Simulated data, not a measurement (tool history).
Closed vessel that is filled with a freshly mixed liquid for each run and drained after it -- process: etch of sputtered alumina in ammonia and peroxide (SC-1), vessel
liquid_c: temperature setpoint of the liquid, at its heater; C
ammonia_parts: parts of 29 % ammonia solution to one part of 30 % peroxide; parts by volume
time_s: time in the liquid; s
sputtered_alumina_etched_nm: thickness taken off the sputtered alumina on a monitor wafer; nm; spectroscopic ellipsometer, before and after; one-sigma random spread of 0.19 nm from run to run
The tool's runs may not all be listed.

{"run": 1, "hour": 0.0, "liquid_c": 60.0, "ammonia_parts": 0.85, "time_s": 315, "sputtered_alumina_etched_nm": 26.463}
{"run": 2, "hour": 2.2, "liquid_c": 62.5, "ammonia_parts": 0.85, "time_s": 315, "sputtered_alumina_etched_nm": 29.491}
{"run": 3, "hour": 8.8, "liquid_c": 68.5, "ammonia_parts": 0.85, "time_s": 315, "sputtered_alumina_etched_nm": 40.068}
{"run": 4, "hour": 18.1, "liquid_c": 68.5, "ammonia_parts": 0.85, "time_s": 340, "sputtered_alumina_etched_nm": 43.752}
{"run": 5, "hour": 22.0, "liquid_c": 68.5, "ammonia_parts": 0.85, "time_s": 340, "sputtered_alumina_etched_nm": 43.405}
{"run": 6, "hour": 30.0, "liquid_c": 66.0, "ammonia_parts": 0.85, "time_s": 340, "sputtered_alumina_etched_nm": 38.638}
{"run": 7, "hour": 37.2, "liquid_c": 64.0, "ammonia_parts": 0.85, "time_s": 340, "sputtered_alumina_etched_nm": 35.228}
{"run": 8, "hour": 39.5, "liquid_c": 62.5, "ammonia_parts": 0.85, "time_s": 340, "sputtered_alumina_etched_nm": 32.795}
{"run": 9, "hour": 44.9, "liquid_c": 61.0, "ammonia_parts": 0.85, "time_s": 340, "sputtered_alumina_etched_nm": 30.212}
{"run": 10, "hour": 53.2, "liquid_c": 60.0, "ammonia_parts": 0.85, "time_s": 340, "sputtered_alumina_etched_nm": 28.228}
{"hour": 57.8, "done": "new drum of ammonia solution connected"}
{"run": 11, "hour": 57.8, "liquid_c": 59.0, "ammonia_parts": 0.85, "time_s": 340, "sputtered_alumina_etched_nm": 27.214}
{"run": 12, "hour": 60.6, "liquid_c": 58.0, "ammonia_parts": 0.85, "time_s": 340, "sputtered_alumina_etched_nm": 25.889}

Forecast run 13:
{"run": 13, "hour": 66.9, "liquid_c": 52.0, "ammonia_parts": 0.85, "time_s": 340, "sputtered_alumina_etched_nm": "?"}

For run 13 the tool returned sputtered_alumina_etched_nm 18.912 nm.

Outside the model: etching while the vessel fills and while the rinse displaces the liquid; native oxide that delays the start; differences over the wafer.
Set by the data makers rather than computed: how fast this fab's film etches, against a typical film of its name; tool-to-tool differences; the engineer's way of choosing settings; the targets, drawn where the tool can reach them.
